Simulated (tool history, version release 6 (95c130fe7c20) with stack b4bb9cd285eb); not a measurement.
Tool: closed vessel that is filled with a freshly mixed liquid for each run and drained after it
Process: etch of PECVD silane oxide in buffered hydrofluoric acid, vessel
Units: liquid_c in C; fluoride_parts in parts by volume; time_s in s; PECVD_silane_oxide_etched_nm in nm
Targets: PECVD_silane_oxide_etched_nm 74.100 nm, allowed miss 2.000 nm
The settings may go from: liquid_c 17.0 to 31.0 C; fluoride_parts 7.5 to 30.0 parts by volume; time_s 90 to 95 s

Run 1, hour 0.0: liquid_c 23.0 C, fluoride_parts 20.5 parts by volume, time_s 90 s. Result: PECVD_silane_oxide_etched_nm 105.830 nm.
Run 2, hour 1.1: liquid_c 23.0 C, fluoride_parts 20.5 parts by volume, time_s 90 s. Result: PECVD_silane_oxide_etched_nm 105.210 nm.
Run 3, hour 6.9: liquid_c 22.0 C, fluoride_parts 20.5 parts by volume, time_s 90 s. Result: PECVD_silane_oxide_etched_nm 100.470 nm.
Run 4, hour 9.4: liquid_c 22.0 C, fluoride_parts 20.5 parts by volume, time_s 90 s. Result: PECVD_silane_oxide_etched_nm 99.911 nm.
Run 5, hour 13.9: liquid_c 21.0 C, fluoride_parts 20.5 parts by volume, time_s 90 s. Result: PECVD_silane_oxide_etched_nm 94.885 nm.
Run 6, hour 20.1: liquid_c 23.0 C, fluoride_parts 20.5 parts by volume, time_s 90 s. Result: PECVD_silane_oxide_etched_nm 106.230 nm.
Run 7, hour 28.8: liquid_c 19.0 C, fluoride_parts 21.5 parts by volume, time_s 90 s. Result: PECVD_silane_oxide_etched_nm 81.718 nm.
Run 8, hour 30.8: liquid_c 18.5 C, fluoride_parts 21.5 parts by volume, time_s 90 s. Result: PECVD_silane_oxide_etched_nm 79.427 nm.
Run 9, hour 39.6: liquid_c 18.0 C, fluoride_parts 21.5 parts by volume, time_s 90 s. Result: PECVD_silane_oxide_etched_nm 77.184 nm.
Run 10, hour 44.6: liquid_c 18.0 C, fluoride_parts 21.5 parts by volume, time_s 90 s. Result: PECVD_silane_oxide_etched_nm 77.825 nm.

4 next moves are on the table. One of them brings every result within its allowed miss. Which?
Run A, hour 49.6: liquid_c 18.5 C, fluoride_parts 26.0 parts by volume, time_s 90 s. Result: PECVD_silane_oxide_etched_nm ?.
Run B, hour 49.6: liquid_c 17.0 C, fluoride_parts 21.0 parts by volume, time_s 90 s. Result: PECVD_silane_oxide_etched_nm ?.
Run C, hour 49.6: liquid_c 17.5 C, fluoride_parts 24.0 parts by volume, time_s 90 s. Result: PECVD_silane_oxide_etched_nm ?.
Run D, hour 49.6: liquid_c 17.0 C, fluoride_parts 20.5 parts by volume, time_s 95 s. Result: PECVD_silane_oxide_etched_nm ?.

move  PECVD_silane_oxide_etched_nm
   A                        69.780
   B                        74.292
   C                        69.694
   D                        79.735
A: takes the result that was furthest off past its target
B: meets every target
C: takes the result that was furthest off past its target
D: further off than the last run
Answer: B
